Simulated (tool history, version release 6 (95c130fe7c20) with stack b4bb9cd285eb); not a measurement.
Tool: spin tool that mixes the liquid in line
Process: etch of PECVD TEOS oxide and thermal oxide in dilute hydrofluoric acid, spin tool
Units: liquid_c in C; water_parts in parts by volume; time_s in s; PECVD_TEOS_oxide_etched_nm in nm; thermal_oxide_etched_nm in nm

{"run": 1, "hour": 0.0, "liquid_c": 25.0, "water_parts": 120, "time_s": 80, "PECVD_TEOS_oxide_etched_nm": 12.591, "thermal_oxide_etched_nm": 3.0287}
{"run": 2, "hour": 8.7, "liquid_c": 23.5, "water_parts": 130, "time_s": 80, "PECVD_TEOS_oxide_etched_nm": 10.73, "thermal_oxide_etched_nm": 2.5928}
{"run": 3, "hour": 13.6, "liquid_c": 23.5, "water_parts": 130, "time_s": 50, "PECVD_TEOS_oxide_etched_nm": 6.7734, "thermal_oxide_etched_nm": 1.5945}
{"run": 4, "hour": 22.4, "liquid_c": 23.5, "water_parts": 160, "time_s": 50, "PECVD_TEOS_oxide_etched_nm": 5.3447, "thermal_oxide_etched_nm": 1.2549}
{"run": 5, "hour": 25.6, "liquid_c": 23.5, "water_parts": 160, "time_s": 75, "PECVD_TEOS_oxide_etched_nm": 7.9494, "thermal_oxide_etched_nm": 1.9158}
{"run": 6, "hour": 33.2, "liquid_c": 23.5, "water_parts": 200, "time_s": 75, "PECVD_TEOS_oxide_etched_nm": 6.0953, "thermal_oxide_etched_nm": 1.4592}
{"run": 7, "hour": 41.0, "liquid_c": 23.0, "water_parts": 200, "time_s": 75, "PECVD_TEOS_oxide_etched_nm": 5.9915, "thermal_oxide_etched_nm": 1.4273}
{"run": 8, "hour": 47.7, "liquid_c": 23.0, "water_parts": 200, "time_s": 75, "PECVD_TEOS_oxide_etched_nm": 6.0579, "thermal_oxide_etched_nm": 1.4233}

Forecast run 9:
{"run": 9, "hour": 48.4, "liquid_c": 22.5, "water_parts": 200, "time_s": 75, "PECVD_TEOS_oxide_etched_nm": "?", "thermal_oxide_etched_nm": "?"}

{"run 9": {"PECVD_TEOS_oxide_etched_nm": 5.7659, "thermal_oxide_etched_nm": 1.3978}}
